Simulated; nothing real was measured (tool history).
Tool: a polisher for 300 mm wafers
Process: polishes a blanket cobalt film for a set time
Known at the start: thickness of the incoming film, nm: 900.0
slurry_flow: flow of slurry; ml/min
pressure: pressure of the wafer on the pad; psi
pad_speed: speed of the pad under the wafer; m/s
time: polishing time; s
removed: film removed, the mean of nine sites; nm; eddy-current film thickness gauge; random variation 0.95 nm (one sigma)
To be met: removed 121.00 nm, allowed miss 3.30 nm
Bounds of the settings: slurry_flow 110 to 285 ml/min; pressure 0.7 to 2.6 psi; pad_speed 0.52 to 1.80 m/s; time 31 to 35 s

run  hour  slurry_flow  pressure  pad_speed  time  removed
  1   0.0          180       1.6       1.16    35   153.69
  2   6.4          180       1.6       1.04    35   140.21
  3  15.0          175       1.6       1.04    35   135.87
  4  19.1          175       1.8       1.04    35   154.94
  5  23.3          175       2.2       1.04    35   188.62
  6  31.5          175       2.2       1.04    31   166.20
  7  39.9          170       2.1       1.04    31   159.15
  8  42.9          160       2.0       1.04    31   150.14
  9  46.0          160       2.0       1.04    31   149.39
 10  47.8          140       1.6       1.04    31   116.39

4 next moves are on the table. One of them brings every result within its allowed miss. Which?
  A  49.6          175       1.6       1.04    33        ?
  B  49.6          110       1.5       1.10    32        ?
  C  49.6          145       1.5       1.18    32        ?
  D  49.6          155       1.6       0.98    33        ?

move  removed
   A   129.31
   B   114.97
   C   129.38
   D   119.93
A: takes the result that was furthest off past its target
B: further off than the last run
C: takes the result that was furthest off past its target
D: meets every target
The right move is D.

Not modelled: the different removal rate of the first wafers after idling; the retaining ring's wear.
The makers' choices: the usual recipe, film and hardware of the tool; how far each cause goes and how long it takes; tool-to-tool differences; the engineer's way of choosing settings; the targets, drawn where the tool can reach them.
